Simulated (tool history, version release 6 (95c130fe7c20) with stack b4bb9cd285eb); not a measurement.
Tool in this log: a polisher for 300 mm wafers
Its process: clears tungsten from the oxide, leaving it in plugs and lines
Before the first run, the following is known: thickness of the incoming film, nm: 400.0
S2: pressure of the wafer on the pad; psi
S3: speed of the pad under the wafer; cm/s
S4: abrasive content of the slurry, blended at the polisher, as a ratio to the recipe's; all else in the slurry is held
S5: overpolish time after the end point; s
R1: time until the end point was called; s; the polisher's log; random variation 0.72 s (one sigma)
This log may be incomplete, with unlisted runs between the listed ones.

Run 1, hour 0: flow of slurry (ml/min) 160, S2 4.8 psi, S3 94 cm/s, S4 1, S5 44 s. Result: R1 80.219 s.
Run 2, hour 4.2: flow of slurry (ml/min) 125, S2 4.8 psi, S3 94 cm/s, S4 1, S5 44 s. Result: R1 84.171 s.
Run 3, hour 7.1: flow of slurry (ml/min) 125, S2 5 psi, S3 94 cm/s, S4 1, S5 44 s. Result: R1 80.249 s.
Run 4, hour 12.7: flow of slurry (ml/min) 125, S2 5 psi, S3 94 cm/s, S4 1, S5 47 s. Result: R1 78.333 s.
Run 5, hour 14.5: flow of slurry (ml/min) 125, S2 5.1 psi, S3 94 cm/s, S4 1, S5 47 s. Result: R1 78.507 s.
Run 6, hour 23.3: flow of slurry (ml/min) 125, S2 5.3 psi, S3 94 cm/s, S4 1, S5 47 s. Result: R1 74.53 s.
Run 7, hour 26.9: flow of slurry (ml/min) 125, S2 5.4 psi, S3 94 cm/s, S4 1, S5 47 s. Result: R1 74.959 s.

Forecast run 8:
Run 8, hour 35: flow of slurry (ml/min) 125, S2 5.6 psi, S3 94 cm/s, S4 1, S5 47 s. Result: R1 ?.

Run 8 came out at R1 72.347 s.
